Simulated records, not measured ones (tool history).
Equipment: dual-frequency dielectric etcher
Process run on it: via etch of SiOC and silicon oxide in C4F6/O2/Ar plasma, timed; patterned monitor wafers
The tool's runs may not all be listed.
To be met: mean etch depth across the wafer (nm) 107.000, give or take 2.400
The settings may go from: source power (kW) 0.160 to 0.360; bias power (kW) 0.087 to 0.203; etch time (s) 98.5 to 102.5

| run | hour | source power (kW) | bias power (kW) | etch time (s) | mean etch depth across the wafer (nm) |
|---|---|---|---|---|---|
| 1 | 0.0 | 0.260 | 0.145 | 98.5 | 92.949 |
| 2 | 8.5 | 0.260 | 0.121 | 98.5 | 86.100 |
| 3 | 10.4 | 0.280 | 0.130 | 99.0 | 92.544 |
| 4 | 11.8 | 0.300 | 0.133 | 99.0 | 95.079 |
| 5 | 14.1 | 0.310 | 0.139 | 99.0 | 99.255 |
| 6 | 20.6 | 0.310 | 0.121 | 99.0 | 93.872 |
| 7 | 23.7 | 0.320 | 0.127 | 99.5 | 96.696 |
| 8 | 31.8 | 0.330 | 0.133 | 99.5 | 99.277 |
| 9 | 37.6 | 0.340 | 0.138 | 99.5 | 102.810 |
| 10 | 45.0 | 0.340 | 0.140 | 99.5 | 102.750 |
| 11 | 50.9 | 0.340 | 0.142 | 99.5 | 103.420 |
| 12 | 51.5 | 0.340 | 0.144 | 99.5 | 104.260 |
| 13 | 57.8 | 0.340 | 0.145 | 99.5 | 103.670 |

Exactly one of the 4 candidate moves below puts every result within its allowed miss. Which one?
| A | 64.1 | 0.300 | 0.151 | 98.5 | ? |
| B | 64.1 | 0.340 | 0.126 | 101.5 | ? |
| C | 64.1 | 0.310 | 0.144 | 99.0 | ? |
| D | 64.1 | 0.350 | 0.158 | 98.5 | ? |

| move | mean etch depth across the wafer (nm) |
|---|---|
| A | 99.833 |
| B | 100.870 |
| C | 99.805 |
| D | 108.070 |
A: further off than the last run
B: further off than the last run
C: further off than the last run
D: every result within its allowed miss
The move that meets every target is D.
